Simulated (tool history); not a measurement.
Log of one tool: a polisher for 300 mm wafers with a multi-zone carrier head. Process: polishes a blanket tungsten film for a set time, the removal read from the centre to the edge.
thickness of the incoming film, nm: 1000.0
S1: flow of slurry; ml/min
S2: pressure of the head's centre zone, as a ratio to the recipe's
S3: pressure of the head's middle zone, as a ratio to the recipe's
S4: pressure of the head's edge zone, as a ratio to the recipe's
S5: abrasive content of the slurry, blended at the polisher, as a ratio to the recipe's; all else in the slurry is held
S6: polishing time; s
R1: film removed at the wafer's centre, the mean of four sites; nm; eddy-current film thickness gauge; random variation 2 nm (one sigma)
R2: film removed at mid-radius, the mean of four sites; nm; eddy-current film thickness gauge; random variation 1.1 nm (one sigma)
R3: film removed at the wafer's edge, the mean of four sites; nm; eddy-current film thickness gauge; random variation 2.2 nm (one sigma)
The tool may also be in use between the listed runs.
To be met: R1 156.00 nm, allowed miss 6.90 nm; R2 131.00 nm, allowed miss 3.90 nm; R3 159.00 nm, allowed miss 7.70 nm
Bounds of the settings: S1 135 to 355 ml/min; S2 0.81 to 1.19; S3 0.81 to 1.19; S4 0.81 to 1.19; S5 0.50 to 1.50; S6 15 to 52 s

run    day   S1    S2    S3    S4    S5  S6      R1      R2      R3
  1  0.000  225  1.00  1.00  1.00  1.00  33  206.44  200.43  215.88
  2  0.292  225  1.00  1.00  1.00  1.00  28  172.05  169.43  184.37
  3  0.446  220  1.00  0.96  0.98  0.95  28  171.92  164.07  173.06
  4  0.808  220  1.00  0.96  0.98  1.10  28  180.05  170.69  182.38
  5  1.017  165  1.00  0.96  0.98  1.10  28  173.06  166.93  183.44
  6  1.267  165  1.00  0.90  0.98  1.10  28  174.13  156.89  185.81
  7  1.317  165  1.00  0.88  0.97  1.00  28  168.12  151.81  174.66
  8  1.471  165  1.01  0.86  0.98  0.95  28  169.07  145.47  173.23
  9  1.679  165  1.01  0.85  0.98  0.90  28  165.81  143.11  167.96
 10  1.750  165  1.01  0.84  0.99  0.85  28  163.60  136.55  171.09
 11  1.854  165  1.01  0.83  0.98  0.85  28  161.69  136.10  168.31
 12  2.100  165  1.01  0.83  0.97  0.85  28  159.71  137.82  166.40

5 next moves are on the table. One of them brings every result within its allowed miss. Which?
  A  2.346  135  0.87  0.83  0.97  1.00  29   ?   ?   ?
  B  2.346  145  1.04  0.84  0.89  0.65  32   ?   ?   ?
  C  2.346  150  0.98  0.96  0.91  0.70  28   ?   ?   ?
  D  2.346  145  1.05  0.83  1.13  0.60  30   ?   ?   ?
  E  2.346  180  1.01  0.84  0.97  0.90  26   ?   ?   ?

move      R1      R2      R3
   A  149.11  145.64  178.97
   B  170.71  145.03  169.28
   C  145.84  145.30  152.94
   D  157.70  131.56  174.15
   E  151.91  131.89  159.29
A: further off than the last run
B: further off than the last run
C: further off than the last run
D: brings the result that was furthest off to its target, and leaves another outside
E: meets every target
Answer: E
